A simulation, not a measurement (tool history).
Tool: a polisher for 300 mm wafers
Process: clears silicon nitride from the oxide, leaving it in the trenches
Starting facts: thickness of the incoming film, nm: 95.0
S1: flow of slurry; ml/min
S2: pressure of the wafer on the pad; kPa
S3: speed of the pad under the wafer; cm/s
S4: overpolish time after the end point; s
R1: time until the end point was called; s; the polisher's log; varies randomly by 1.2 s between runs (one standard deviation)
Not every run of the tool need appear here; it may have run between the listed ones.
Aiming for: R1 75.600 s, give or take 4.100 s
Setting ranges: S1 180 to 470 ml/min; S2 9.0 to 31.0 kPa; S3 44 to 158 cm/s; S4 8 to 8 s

run	hour	S1	S2	S3	S4	R1
1	0.0	300	20.0	100	8	95.762
2	8.7	300	20.0	80	8	118.160
3	10.2	300	22.8	80	8	102.520
4	18.3	300	24.1	80	8	95.532
5	22.1	300	25.5	80	8	89.947
6	27.5	300	26.2	80	8	86.832
7	34.9	300	26.2	80	8	89.690
8	36.6	300	26.9	80	8	85.255
9	40.0	300	27.6	80	8	84.075

Which one of the following 4 next-run settings gets every result inside its allowed miss? There is exactly one.
A	43.4	305	29.0	74	8	?
B	43.4	335	24.1	92	8	?
C	43.4	355	30.3	70	8	?
D	43.4	245	27.6	96	8	?

move	R1
A	83.239
B	82.558
C	82.022
D	72.241
A: gains on the last run, yet a result remains outside its allowed miss
B: gains on the last run, yet a result remains outside its allowed miss
C: gains on the last run, yet a result remains outside its allowed miss
D: in spec on every target
Correct choice: D, which meets every target

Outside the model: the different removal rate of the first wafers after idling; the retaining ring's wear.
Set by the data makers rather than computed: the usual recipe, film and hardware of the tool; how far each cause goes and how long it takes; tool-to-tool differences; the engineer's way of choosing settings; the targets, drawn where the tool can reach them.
